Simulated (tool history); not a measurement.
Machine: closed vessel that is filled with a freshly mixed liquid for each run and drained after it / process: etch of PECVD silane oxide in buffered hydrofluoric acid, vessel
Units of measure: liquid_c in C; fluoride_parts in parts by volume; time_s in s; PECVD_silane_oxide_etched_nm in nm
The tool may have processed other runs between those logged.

| run | day | liquid_c | fluoride_parts | time_s | PECVD_silane_oxide_etched_nm |
|---|---|---|---|---|---|
| 1 | 0.000 | 24.0 | 22.5 | 85 | 186.21 |
| 2 | 0.342 | 24.0 | 25.0 | 85 | 173.20 |
| 3 | 0.538 | 24.0 | 25.0 | 95 | 194.04 |
| 4 | 0.888 | 27.0 | 25.0 | 95 | 229.09 |
| 5 | 0.979 | 27.0 | 25.0 | 95 | 228.81 |
| 6 | 1.217 | 24.0 | 25.0 | 95 | 195.09 |
| 7 | 1.492 | 22.0 | 25.0 | 95 | 173.84 |
| 8 | 1.817 | 21.0 | 25.0 | 95 | 163.73 |
| 9 | 2.129 | 20.0 | 25.0 | 95 | 155.29 |
| 10 | 2.233 | 19.5 | 25.0 | 95 | 152.23 |

The next listed run, before its measurement:
| 11 | 2.446 | 19.0 | 25.0 | 95 | ? |

{"run 11": {"PECVD_silane_oxide_etched_nm": 146.09}}
